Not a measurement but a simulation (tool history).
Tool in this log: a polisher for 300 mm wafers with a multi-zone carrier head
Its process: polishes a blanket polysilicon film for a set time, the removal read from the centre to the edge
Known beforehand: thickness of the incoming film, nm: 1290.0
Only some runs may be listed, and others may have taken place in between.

| run | hour | flow of slurry (ml/min) | pressure of the head's centre zone | pressure of the head's middle zone | pressure of the head's edge zone | polishing time (s) | film removed at the wafer's centre (angstrom) | film removed at mid-radius (angstrom) | film removed at the wafer's edge (angstrom) |
|---|---|---|---|---|---|---|---|---|---|
| 1 | 0 | 145 | 1 | 1 | 1 | 48 | 4445.1 | 4508.9 | 4533.5 |
| 2 | 4.6 | 145 | 1 | 1 | 1.05 | 48 | 4412.7 | 4579.5 | 4648.6 |
| 3 | 13.4 | 155 | 1.02 | 1.01 | 1.05 | 48 | 4661.5 | 4632 | 4664.4 |
| 4 | 18.9 | 165 | 1.03 | 1.02 | 1.06 | 48 | 4685.1 | 4736.4 | 4738.3 |
| 5 | 25.8 | 165 | 1.03 | 1.02 | 1 | 48 | 4682.9 | 4737.8 | 4650.9 |
| 6 | 27.7 | 165 | 1.03 | 0.98 | 1 | 48 | 4691.4 | 4633.4 | 4612.1 |
| 7 | 29.8 | 175 | 1.05 | 0.99 | 1.01 | 48 | 4894 | 4605.9 | 4672 |
| 8 | 34.4 | 175 | 1.05 | 0.99 | 1.01 | 48 | 4868.2 | 4621.2 | 4651.8 |
| 9 | 40.7 | 180 | 1.06 | 1 | 1.02 | 48 | 4986.9 | 4681.8 | 4658.4 |
| 10 | 46.4 | 185 | 1.06 | 1.01 | 1.03 | 48 | 4834.9 | 4685.8 | 4668.6 |

Forecast run 11:
| 11 | 50.6 | 200 | 1.13 | 1.05 | 1.03 | 51 | ? | ? | ? |

film removed at the wafer's centre (angstrom): 5667.1
film removed at mid-radius (angstrom): 5108.1
film removed at the wafer's edge (angstrom): 5069
